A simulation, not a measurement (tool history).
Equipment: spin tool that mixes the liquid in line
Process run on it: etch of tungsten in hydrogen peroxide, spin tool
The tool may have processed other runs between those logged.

run  hour  temperature setpoint of the liquid (K)  concentration of hydrogen peroxide in the mixed liquid (% by weight)  time under the liquid (s)  thickness taken off the tungsten on a monitor wafer (Å)
  1     0                                  331.15                                                                    17                         50                                                   685.31
  2   0.8                                  331.15                                                                    17                         50                                                   685.79
  3   6.2                                  331.15                                                                    19                         50                                                   735.97
  4  14.1                                  327.65                                                                    19                         50                                                   600.82
  5  19.1                                  325.65                                                                    19                         50                                                   532.43
  6  25.6                                  324.15                                                                    19                         50                                                    470.8

Run 7, settings as shown, results not yet in. Your forecast:
  7  33.3                                  323.15                                                                    19                         50                                                        ?

For run 7 the tool returned thickness taken off the tungsten on a monitor wafer (Å) 455.72.

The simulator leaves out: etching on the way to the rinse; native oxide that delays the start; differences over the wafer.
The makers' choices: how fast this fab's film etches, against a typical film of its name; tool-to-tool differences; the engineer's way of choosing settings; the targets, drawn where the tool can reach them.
